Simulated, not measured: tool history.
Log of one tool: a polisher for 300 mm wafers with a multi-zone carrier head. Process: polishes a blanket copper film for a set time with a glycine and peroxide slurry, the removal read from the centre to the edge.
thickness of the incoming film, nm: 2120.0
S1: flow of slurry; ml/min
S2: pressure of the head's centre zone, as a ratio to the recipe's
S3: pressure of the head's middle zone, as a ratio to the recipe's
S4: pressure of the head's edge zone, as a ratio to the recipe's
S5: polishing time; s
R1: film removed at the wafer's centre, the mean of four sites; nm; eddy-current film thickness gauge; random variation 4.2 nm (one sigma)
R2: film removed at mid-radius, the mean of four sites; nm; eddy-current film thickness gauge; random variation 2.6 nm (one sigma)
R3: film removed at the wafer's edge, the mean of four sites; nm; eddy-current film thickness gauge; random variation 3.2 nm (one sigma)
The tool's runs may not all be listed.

Run 1, day 0: S1 235 ml/min, S2 1, S3 1, S4 1, S5 51 s. Result: R1 277.4 nm, R2 266.47 nm, R3 277.2 nm.
Run 2, day 0.038: S1 235 ml/min, S2 1, S3 1, S4 1, S5 63 s. Result: R1 332.05 nm, R2 327.44 nm, R3 341.73 nm.
Run 3, day 0.221: S1 245 ml/min, S2 0.98, S3 1.02, S4 1.04, S5 64 s. Result: R1 341.91 nm, R2 347.11 nm, R3 347.78 nm.
Run 4, day 0.562: S1 245 ml/min, S2 0.98, S3 1.02, S4 1.04, S5 56 s. Result: R1 289.93 nm, R2 299.35 nm, R3 310.37 nm.
Run 5, day 0.65: S1 245 ml/min, S2 0.98, S3 1.1, S4 1.04, S5 56 s. Result: R1 287.83 nm, R2 320.35 nm, R3 306.78 nm.
Run 6, day 0.921: S1 245 ml/min, S2 0.96, S3 1.08, S4 1.07, S5 59 s. Result: R1 310.21 nm, R2 329.11 nm, R3 328.98 nm.

Run 7 comes next. What will it give?
Run 7, day 0.975: S1 250 ml/min, S2 0.93, S3 1.09, S4 1.1, S5 60 s. Result: R1 ?, R2 ?, R3 ?.

R1: 293.2 nm
R2: 344.79 nm
R3: 339.77 nm
